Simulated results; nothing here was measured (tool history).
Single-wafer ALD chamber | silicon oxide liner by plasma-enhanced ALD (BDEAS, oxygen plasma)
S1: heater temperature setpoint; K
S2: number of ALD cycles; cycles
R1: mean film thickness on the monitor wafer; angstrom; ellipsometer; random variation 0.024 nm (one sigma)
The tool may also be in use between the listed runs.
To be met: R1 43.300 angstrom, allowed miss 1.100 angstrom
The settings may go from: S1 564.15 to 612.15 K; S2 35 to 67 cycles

run 1 hour=0.0 | S1=588.15 S2=51 | R1=49.163
run 2 hour=7.7 | S1=583.15 S2=51 | R1=48.799
run 3 hour=10.1 | S1=590.15 S2=51 | R1=48.630
run 4 hour=16.6 | S1=596.15 S2=51 | R1=48.197
run 5 hour=25.4 | S1=603.15 S2=51 | R1=47.954
run 6 hour=34.2 | S1=599.15 S2=51 | R1=47.715
run 7 hour=35.3 | S1=599.15 S2=50 | R1=47.368
run 8 hour=39.2 | S1=599.15 S2=49 | R1=46.313
run 9 hour=45.0 | S1=599.15 S2=48 | R1=44.987
run 10 hour=53.1 | S1=599.15 S2=47 | R1=44.544

4 next moves are on the table. One of them brings every result within its allowed miss. Which?
run A hour=61.2 | S1=612.15 S2=44 | R1=?
run B hour=61.2 | S1=596.15 S2=46 | R1=?
run C hour=61.2 | S1=612.15 S2=49 | R1=?
run D hour=61.2 | S1=602.15 S2=50 | R1=?

move=A R1=41.469
move=B R1=44.283
move=C R1=46.181
move=D R1=47.755
A: takes the result that was furthest off past its target
B: meets every target
C: further off than the last run
D: further off than the last run
The right move is B.
